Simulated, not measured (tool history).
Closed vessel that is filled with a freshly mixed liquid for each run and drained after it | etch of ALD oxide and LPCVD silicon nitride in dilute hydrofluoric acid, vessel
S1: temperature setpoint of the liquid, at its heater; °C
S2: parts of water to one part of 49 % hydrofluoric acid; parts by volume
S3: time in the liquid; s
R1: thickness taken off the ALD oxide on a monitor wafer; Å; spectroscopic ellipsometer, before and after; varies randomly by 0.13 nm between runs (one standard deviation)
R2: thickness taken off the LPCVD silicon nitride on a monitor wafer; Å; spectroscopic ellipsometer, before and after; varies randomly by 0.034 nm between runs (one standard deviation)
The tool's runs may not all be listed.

| run | hour | S1 | S2 | S3 | R1 | R2 |
|---|---|---|---|---|---|---|
| 1 | 0.0 | 25.0 | 45 | 60 | 209.440 | 6.8174 |
| 2 | 1.4 | 25.0 | 55 | 60 | 168.300 | 5.3786 |
| 3 | 5.5 | 25.0 | 55 | 40 | 111.670 | 3.9415 |
| 4 | 12.4 | 26.5 | 55 | 40 | 118.030 | 4.0876 |
| 5 | 21.3 | 26.5 | 50 | 40 | 133.730 | 4.4434 |
| 6 | 29.0 | 26.5 | 50 | 30 | 99.396 | 3.3455 |
| 7 | 33.5 | 28.0 | 45 | 30 | 119.200 | 3.8694 |
| 8 | 36.5 | 29.0 | 40 | 30 | 138.160 | 5.1282 |
| 9 | 38.7 | 29.0 | 40 | 30 | 140.380 | 5.2920 |

Predict the results of run 10:
| 10 | 45.9 | 29.5 | 40 | 30 | ? | ? |

For run 10 the tool returned R1 143.060 Å, R2 5.5890 Å.
